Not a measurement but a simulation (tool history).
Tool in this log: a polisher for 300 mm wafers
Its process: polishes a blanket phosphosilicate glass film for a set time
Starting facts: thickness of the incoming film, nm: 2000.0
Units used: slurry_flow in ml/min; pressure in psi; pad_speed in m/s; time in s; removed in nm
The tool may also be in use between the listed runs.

{"run": 1, "hour": 0.0, "slurry_flow": 285, "pressure": 2.2, "pad_speed": 0.98, "slurry_solids": 1, "time": 64, "removed": 336.91}
{"run": 2, "hour": 4.7, "slurry_flow": 285, "pressure": 1.6, "pad_speed": 0.98, "slurry_solids": 1, "time": 64, "removed": 238.84}
{"run": 3, "hour": 13.2, "slurry_flow": 285, "pressure": 1.6, "pad_speed": 0.8, "slurry_solids": 1, "time": 64, "removed": 209.51}
{"run": 4, "hour": 21.8, "slurry_flow": 285, "pressure": 1.8, "pad_speed": 0.8, "slurry_solids": 1, "time": 64, "removed": 232.26}
{"run": 5, "hour": 30.7, "slurry_flow": 285, "pressure": 1.8, "pad_speed": 0.8, "slurry_solids": 1, "time": 64, "removed": 229.6}
{"run": 6, "hour": 35.1, "slurry_flow": 285, "pressure": 2.1, "pad_speed": 0.8, "slurry_solids": 1, "time": 64, "removed": 272.44}
{"run": 7, "hour": 39.6, "slurry_flow": 285, "pressure": 2.3, "pad_speed": 0.8, "slurry_solids": 1, "time": 64, "removed": 294.8}
{"run": 8, "hour": 42.8, "slurry_flow": 285, "pressure": 2.5, "pad_speed": 0.8, "slurry_solids": 1, "time": 64, "removed": 312.57}
{"run": 9, "hour": 46.6, "slurry_flow": 285, "pressure": 2.5, "pad_speed": 0.8, "slurry_solids": 1, "time": 64, "removed": 318.22}
{"run": 10, "hour": 50.1, "slurry_flow": 285, "pressure": 2.6, "pad_speed": 0.8, "slurry_solids": 1, "time": 64, "removed": 332.79}
{"run": 11, "hour": 56.1, "slurry_flow": 285, "pressure": 2.7, "pad_speed": 0.8, "slurry_solids": 1, "time": 64, "removed": 339.58}
{"run": 12, "hour": 64.9, "slurry_flow": 285, "pressure": 2.8, "pad_speed": 0.82, "slurry_solids": 1, "time": 64, "removed": 363.19}
{"run": 13, "hour": 66.0, "slurry_flow": 285, "pressure": 2.9, "pad_speed": 0.84, "slurry_solids": 1, "time": 64, "removed": 383.32}
{"run": 14, "hour": 72.0, "slurry_flow": 285, "pressure": 3, "pad_speed": 0.84, "slurry_solids": 1, "time": 64, "removed": 399.02}

Run 15 is up next; what results do you expect?
{"run": 15, "hour": 73.7, "slurry_flow": 285, "pressure": 3.1, "pad_speed": 0.84, "slurry_solids": 1, "time": 64, "removed": "?"}

For run 15 the tool returned removed 411.02 nm.

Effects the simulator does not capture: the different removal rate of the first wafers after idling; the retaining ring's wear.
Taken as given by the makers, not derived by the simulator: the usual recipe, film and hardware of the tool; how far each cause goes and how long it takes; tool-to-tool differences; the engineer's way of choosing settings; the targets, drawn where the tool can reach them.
